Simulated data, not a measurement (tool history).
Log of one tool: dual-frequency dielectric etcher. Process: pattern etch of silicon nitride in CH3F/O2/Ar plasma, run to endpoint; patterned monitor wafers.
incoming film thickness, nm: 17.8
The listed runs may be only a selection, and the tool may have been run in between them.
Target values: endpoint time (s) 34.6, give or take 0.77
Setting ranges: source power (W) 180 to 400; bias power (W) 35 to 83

{"run": 1, "hour": 0.0, "source power (W)": 290, "bias power (W)": 59, "endpoint time (s)": 30.794}
{"run": 2, "hour": 6.0, "source power (W)": 290, "bias power (W)": 55, "endpoint time (s)": 31.695}
{"run": 3, "hour": 6.6, "source power (W)": 280, "bias power (W)": 55, "endpoint time (s)": 31.9}
{"run": 4, "hour": 12.0, "source power (W)": 280, "bias power (W)": 50, "endpoint time (s)": 33.554}
{"run": 5, "hour": 20.1, "source power (W)": 280, "bias power (W)": 59, "endpoint time (s)": 31.313}
{"run": 6, "hour": 24.5, "source power (W)": 270, "bias power (W)": 59, "endpoint time (s)": 32.081}
{"run": 7, "hour": 26.1, "source power (W)": 270, "bias power (W)": 59, "endpoint time (s)": 31.582}
{"run": 8, "hour": 30.1, "source power (W)": 260, "bias power (W)": 59, "endpoint time (s)": 32.234}
{"run": 9, "hour": 31.1, "source power (W)": 210, "bias power (W)": 57, "endpoint time (s)": 35.822}

Below are 4 possible settings for the next run. Only one of them brings all results inside the allowed miss of their targets. Which is it?
{"run": "A", "hour": 32.1, "source power (W)": 210, "bias power (W)": 62, "endpoint time (s)": "?"}
{"run": "B", "hour": 32.1, "source power (W)": 220, "bias power (W)": 52, "endpoint time (s)": "?"}
{"run": "C", "hour": 32.1, "source power (W)": 180, "bias power (W)": 57, "endpoint time (s)": "?"}
{"run": "D", "hour": 32.1, "source power (W)": 190, "bias power (W)": 59, "endpoint time (s)": "?"}

move=A endpoint_time_(s)=34.981
move=B endpoint_time_(s)=37.037
move=C endpoint_time_(s)=39.05
move=D endpoint_time_(s)=37.447
A: in spec on every target
B: misses by more than the last run did
C: misses by more than the last run did
D: misses by more than the last run did
A is the move that brings every result within its allowed miss.
